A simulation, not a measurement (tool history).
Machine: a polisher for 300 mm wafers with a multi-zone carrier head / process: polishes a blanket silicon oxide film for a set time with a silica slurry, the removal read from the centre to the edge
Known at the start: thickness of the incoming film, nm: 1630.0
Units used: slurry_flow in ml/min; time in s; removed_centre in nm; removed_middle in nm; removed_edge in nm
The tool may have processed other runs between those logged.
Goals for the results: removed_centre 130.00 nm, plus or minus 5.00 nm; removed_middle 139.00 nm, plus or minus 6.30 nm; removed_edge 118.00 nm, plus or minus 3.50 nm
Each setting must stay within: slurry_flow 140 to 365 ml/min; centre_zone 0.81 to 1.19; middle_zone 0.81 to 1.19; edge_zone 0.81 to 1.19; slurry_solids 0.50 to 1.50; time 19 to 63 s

run  hour  slurry_flow  centre_zone  middle_zone  edge_zone  slurry_solids  time  removed_centre  removed_middle  removed_edge
  1   0.0          235         1.00         1.00       1.00           1.00    41          107.85          113.44        110.28
  2   6.7          235         1.00         1.00       1.00           1.20    41          117.56          121.24        116.43
  3  15.0          235         1.00         0.93       1.00           1.20    41          116.69          115.41        119.44
  4  20.7          235         1.00         0.93       1.08           1.20    41          114.99          114.92        123.15
  5  24.4          245         1.01         0.97       1.07           1.20    41          121.34          118.01        123.90
  6  32.7          245         1.01         1.01       1.05           1.20    41          119.89          120.76        120.70
  7  33.3          245         1.01         1.04       1.04           1.20    41          117.65          125.03        119.90
  8  36.6          250         1.02         1.06       1.03           1.20    41          118.56          128.42        118.46

Which of these 5 next moves meets every target?
  A  39.9          265         1.09         1.16       0.99           1.30    40               ?               ?             ?
  B  39.9          240         1.06         1.08       0.98           1.25    39               ?               ?             ?
  C  39.9          310         0.90         1.19       1.04           1.20    40               ?               ?             ?
  D  39.9          275         1.19         1.09       1.03           1.15    41               ?               ?             ?
  E  39.9          260         1.12         1.18       0.87           1.35    41               ?               ?             ?

move  removed_centre  removed_middle  removed_edge
   A          129.33          139.59        119.31
   B          119.30          124.80        113.28
   C          105.41          140.92        120.06
   D          138.95          130.06        119.62
   E          137.79          146.86        116.49
A: in spec on every target
B: just as far off the targets as the last run
C: its largest miss is bigger than the last run's
D: moves the result that the last run missed by most past its target, out the other side
E: moves the result that the last run missed by most past its target, out the other side
The right move is A.
